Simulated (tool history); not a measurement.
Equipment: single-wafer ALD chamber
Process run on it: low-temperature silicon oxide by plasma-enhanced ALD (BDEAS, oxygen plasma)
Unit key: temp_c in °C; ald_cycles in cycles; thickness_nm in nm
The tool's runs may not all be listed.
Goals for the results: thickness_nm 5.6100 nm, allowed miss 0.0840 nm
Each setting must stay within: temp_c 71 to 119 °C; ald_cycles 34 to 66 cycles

run  hour  temp_c  ald_cycles  thickness_nm
  1   0.0      95          50        7.0459
  2   3.9      84          50        7.3645
  3   6.4      93          50        7.1032
  4  12.9      93          57        8.1133
  5  21.1      96          55        7.7222
  6  24.2      99          53        7.3133
  7  29.0     102          51        7.0588
  8  30.5     104          49        6.7491
  9  35.7     116          41        5.4779
 10  38.4     115          41        5.4825
 11  39.2     114          41        5.4561
 12  40.6     113          41        5.4940
 13  45.8     113          41        5.5046
 14  51.0     112          41        5.4946

Which of these 5 next moves meets every target?
  A  56.2     101          39             ?
  B  56.2     118          42             ?
  C  56.2     117          41             ?
  D  56.2     102          38             ?
  E  56.2      99          39             ?

move  thickness_nm
   A        5.3707
   B        5.5808
   C        5.4596
   D        5.2222
   E        5.3972
A: misses by more than the last run did
B: meets every target
C: misses by more than the last run did
D: misses by more than the last run did
E: misses by more than the last run did
Move B is the one to make.

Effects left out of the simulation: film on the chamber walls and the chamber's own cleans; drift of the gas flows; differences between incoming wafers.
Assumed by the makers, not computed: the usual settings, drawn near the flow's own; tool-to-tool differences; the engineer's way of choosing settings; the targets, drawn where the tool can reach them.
